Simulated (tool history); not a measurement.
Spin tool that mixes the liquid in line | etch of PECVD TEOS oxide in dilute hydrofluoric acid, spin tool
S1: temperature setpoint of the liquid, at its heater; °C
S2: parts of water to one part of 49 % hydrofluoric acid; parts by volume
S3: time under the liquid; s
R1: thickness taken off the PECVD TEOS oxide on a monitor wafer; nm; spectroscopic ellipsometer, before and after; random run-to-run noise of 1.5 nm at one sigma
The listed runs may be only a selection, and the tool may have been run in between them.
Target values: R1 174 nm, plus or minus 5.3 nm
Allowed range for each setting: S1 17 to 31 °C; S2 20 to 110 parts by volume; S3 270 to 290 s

run 1 day=0 | S1=23 S2=60 S3=270 | R1=66.77
run 2 day=0.35 | S1=26 S2=60 S3=270 | R1=74.137
run 3 day=0.596 | S1=29.5 S2=60 S3=270 | R1=86.205
run 4 day=0.775 | S1=27.5 S2=60 S3=270 | R1=78.299
run 5 day=0.846 | S1=27.5 S2=70 S3=270 | R1=67.569
run 6 day=1.038 | S1=29 S2=70 S3=270 | R1=71.377
run 7 day=1.108 | S1=29.5 S2=60 S3=270 | R1=87.407
run 8 day=1.142 | S1=30 S2=50 S3=270 | R1=106.19
run 9 day=1.333 | S1=30 S2=50 S3=270 | R1=108.2
run 10 day=1.412 | S1=30 S2=45 S3=270 | R1=119.72
run 11 day=1.767 | S1=30 S2=40 S3=270 | R1=136.8

4 candidate next runs follow, results not yet known. Just one meets every target within its allowed miss. Identify it.
run A day=2.121 | S1=31 S2=30 S3=290 | R1=?
run B day=2.121 | S1=30 S2=50 S3=270 | R1=?
run C day=2.121 | S1=31 S2=50 S3=270 | R1=?
run D day=2.121 | S1=31 S2=35 S3=290 | R1=?

move=A R1=207.4
move=B R1=107.91
move=C R1=112.21
move=D R1=176.34
A: takes the result that was furthest off past its target
B: lands further from the targets than the last run did
C: lands further from the targets than the last run did
D: every result lands within tolerance
The right move is D.

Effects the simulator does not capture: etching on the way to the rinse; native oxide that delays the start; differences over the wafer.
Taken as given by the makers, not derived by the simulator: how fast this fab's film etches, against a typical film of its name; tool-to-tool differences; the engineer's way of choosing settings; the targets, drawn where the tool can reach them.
